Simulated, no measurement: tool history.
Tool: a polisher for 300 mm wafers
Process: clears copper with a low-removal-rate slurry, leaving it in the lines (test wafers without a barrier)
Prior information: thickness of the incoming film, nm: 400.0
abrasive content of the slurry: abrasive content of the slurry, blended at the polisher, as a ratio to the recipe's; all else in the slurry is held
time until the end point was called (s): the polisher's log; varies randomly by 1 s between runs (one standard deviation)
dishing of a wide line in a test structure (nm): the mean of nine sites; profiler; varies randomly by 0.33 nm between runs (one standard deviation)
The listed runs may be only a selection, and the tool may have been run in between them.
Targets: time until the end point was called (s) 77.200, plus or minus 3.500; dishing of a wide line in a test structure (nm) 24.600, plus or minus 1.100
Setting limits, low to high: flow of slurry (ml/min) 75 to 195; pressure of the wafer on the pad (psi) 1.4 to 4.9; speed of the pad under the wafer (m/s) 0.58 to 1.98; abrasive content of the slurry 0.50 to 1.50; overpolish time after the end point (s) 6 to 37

| run | day | flow of slurry (ml/min) | pressure of the wafer on the pad (psi) | speed of the pad under the wafer (m/s) | abrasive content of the slurry | overpolish time after the end point (s) | time until the end point was called (s) | dishing of a wide line in a test structure (nm) |
|---|---|---|---|---|---|---|---|---|
| 1 | 0.000 | 125 | 3.1 | 1.28 | 1.00 | 19 | 83.856 | 44.148 |
| 2 | 0.229 | 125 | 3.1 | 1.28 | 0.90 | 19 | 87.477 | 42.613 |
| 3 | 0.367 | 125 | 3.1 | 0.98 | 0.90 | 19 | 113.370 | 36.426 |
| 4 | 0.692 | 125 | 3.1 | 0.98 | 0.90 | 27 | 111.440 | 45.314 |
| 5 | 0.733 | 125 | 3.0 | 1.06 | 0.85 | 24 | 109.060 | 42.297 |
| 6 | 1.004 | 125 | 2.9 | 1.14 | 0.80 | 22 | 109.170 | 41.152 |
| 7 | 1.217 | 130 | 3.0 | 1.10 | 0.90 | 20 | 102.700 | 39.645 |
| 8 | 1.396 | 135 | 2.9 | 1.12 | 0.95 | 18 | 104.330 | 37.539 |
| 9 | 1.725 | 130 | 3.0 | 1.10 | 1.00 | 17 | 99.119 | 36.904 |
| 10 | 1.933 | 125 | 3.0 | 1.10 | 1.05 | 16 | 99.886 | 35.560 |
| 11 | 2.046 | 120 | 3.0 | 1.10 | 1.10 | 15 | 95.270 | 32.616 |
| 12 | 2.321 | 115 | 3.0 | 1.10 | 1.15 | 14 | 97.644 | 30.949 |
| 13 | 2.596 | 110 | 3.1 | 1.10 | 1.20 | 13 | 94.135 | 31.047 |
| 14 | 2.962 | 105 | 3.1 | 1.12 | 1.25 | 12 | 93.598 | 29.286 |
| 15 | 3.104 | 75 | 3.5 | 1.28 | 1.50 | 6 | 77.601 | 19.161 |
| 16 | 3.462 | 110 | 3.4 | 1.26 | 1.25 | 7 | 73.930 | 22.755 |

Below are 5 possible settings for the next run. Only one of them brings all results inside the allowed miss of their targets. Which is it?
| A | 3.821 | 125 | 4.0 | 0.94 | 1.05 | 10 | ? | ? |
| B | 3.821 | 120 | 3.2 | 1.26 | 1.30 | 8 | ? | ? |
| C | 3.821 | 115 | 3.2 | 1.18 | 1.20 | 10 | ? | ? |
| D | 3.821 | 100 | 3.3 | 1.14 | 1.25 | 9 | ? | ? |
| E | 3.821 | 130 | 2.9 | 1.22 | 1.25 | 10 | ? | ? |

| move | time until the end point was called (s) | dishing of a wide line in a test structure (nm) |
|---|---|---|
| A | 85.139 | 26.638 |
| B | 75.378 | 24.259 |
| C | 83.142 | 26.907 |
| D | 85.527 | 24.116 |
| E | 85.033 | 26.291 |
A: carries the result that was furthest off beyond its target, to the other side
B: all results in spec
C: carries the result that was furthest off beyond its target, to the other side
D: puts the biggest miss on target and leaves a different result outside tolerance
E: carries the result that was furthest off beyond its target, to the other side
Go with B: it meets all targets.
